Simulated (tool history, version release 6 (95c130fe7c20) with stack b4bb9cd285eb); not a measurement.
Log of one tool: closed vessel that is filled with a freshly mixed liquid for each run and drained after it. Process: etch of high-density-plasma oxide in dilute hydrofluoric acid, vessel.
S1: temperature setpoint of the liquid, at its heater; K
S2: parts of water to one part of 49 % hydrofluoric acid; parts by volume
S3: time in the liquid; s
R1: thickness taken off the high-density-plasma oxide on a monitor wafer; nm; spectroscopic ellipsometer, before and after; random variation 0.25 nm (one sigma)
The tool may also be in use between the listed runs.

| run | hour | S1 | S2 | S3 | R1 |
|---|---|---|---|---|---|
| 1 | 0.0 | 298.15 | 70 | 115 | 11.609 |
| 2 | 4.8 | 299.65 | 60 | 115 | 14.534 |
| 3 | 5.9 | 301.15 | 55 | 115 | 17.150 |
| 4 | 12.7 | 302.15 | 55 | 115 | 17.901 |
| 5 | 21.9 | 302.15 | 65 | 115 | 14.641 |
| 6 | 25.8 | 302.15 | 50 | 115 | 19.648 |
| 7 | 35.2 | 303.15 | 50 | 115 | 20.523 |
| 8 | 36.3 | 303.65 | 50 | 115 | 21.035 |
| 9 | 42.0 | 304.15 | 50 | 115 | 21.048 |
| 10 | 45.2 | 304.65 | 50 | 115 | 21.483 |
| 11 | 51.5 | 306.15 | 40 | 115 | 29.077 |
| 12 | 60.3 | 305.65 | 40 | 115 | 28.555 |

Run 13 comes next. What will it give?
| 13 | 66.4 | 305.15 | 40 | 115 | ? |

R1: 28.139 nm
